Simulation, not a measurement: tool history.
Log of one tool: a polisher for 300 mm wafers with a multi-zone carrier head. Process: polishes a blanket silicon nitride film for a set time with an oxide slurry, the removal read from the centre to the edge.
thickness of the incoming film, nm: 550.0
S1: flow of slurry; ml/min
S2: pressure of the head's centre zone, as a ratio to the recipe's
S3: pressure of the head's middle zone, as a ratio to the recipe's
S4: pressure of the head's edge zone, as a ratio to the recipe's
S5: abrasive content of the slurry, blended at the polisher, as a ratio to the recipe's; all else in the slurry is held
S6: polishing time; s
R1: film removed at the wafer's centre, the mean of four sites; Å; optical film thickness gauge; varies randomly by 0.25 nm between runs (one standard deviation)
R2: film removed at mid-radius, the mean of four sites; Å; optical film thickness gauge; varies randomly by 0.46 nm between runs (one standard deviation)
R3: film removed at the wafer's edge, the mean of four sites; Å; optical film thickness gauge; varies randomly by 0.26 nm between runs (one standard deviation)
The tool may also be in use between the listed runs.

run 1 day=0.000 | S1=315 S2=1.00 S3=1.00 S4=1.00 S5=1.00 S6=51 | R1=457.53 R2=449.44 R3=444.64
run 2 day=0.050 | S1=305 S2=0.97 S3=0.99 S4=0.98 S5=1.00 S6=51 | R1=445.00 R2=442.73 R3=432.86
run 3 day=0.075 | S1=305 S2=0.97 S3=1.04 S4=0.98 S5=1.00 S6=51 | R1=435.84 R2=450.99 R3=429.46
run 4 day=0.142 | S1=305 S2=0.97 S3=1.04 S4=0.98 S5=1.20 S6=51 | R1=471.63 R2=482.43 R3=468.72
run 5 day=0.421 | S1=305 S2=0.97 S3=0.95 S4=0.98 S5=1.20 S6=51 | R1=472.15 R2=459.91 R3=463.25
run 6 day=0.746 | S1=295 S2=0.94 S3=0.95 S4=0.97 S5=1.15 S6=51 | R1=445.03 R2=448.48 R3=454.66
run 7 day=1.075 | S1=290 S2=0.92 S3=0.95 S4=0.94 S5=1.15 S6=51 | R1=431.34 R2=442.23 R3=444.97
run 8 day=1.329 | S1=285 S2=0.90 S3=0.95 S4=0.92 S5=1.15 S6=51 | R1=422.42 R2=446.23 R3=439.54
run 9 day=1.533 | S1=280 S2=0.88 S3=0.94 S4=0.90 S5=1.15 S6=51 | R1=414.00 R2=443.25 R3=431.81
run 10 day=1.771 | S1=270 S2=0.87 S3=0.93 S4=0.89 S5=1.15 S6=51 | R1=408.14 R2=431.73 R3=425.70
run 11 day=1.946 | S1=265 S2=0.86 S3=0.93 S4=0.89 S5=1.15 S6=51 | R1=397.77 R2=435.04 R3=431.45
run 12 day=2.162 | S1=260 S2=0.85 S3=0.93 S4=0.88 S5=1.15 S6=51 | R1=394.42 R2=434.58 R3=430.69
run 13 day=2.404 | S1=260 S2=0.84 S3=0.93 S4=0.87 S5=1.15 S6=51 | R1=392.83 R2=430.06 R3=426.80

Expected results for the next run?
run 14 day=2.467 | S1=255 S2=0.83 S3=0.93 S4=0.86 S5=1.15 S6=51 | R1=? R2=? R3=?

{"run 14": {"R1": 386.06, "R2": 437.91, "R3": 427.32}}
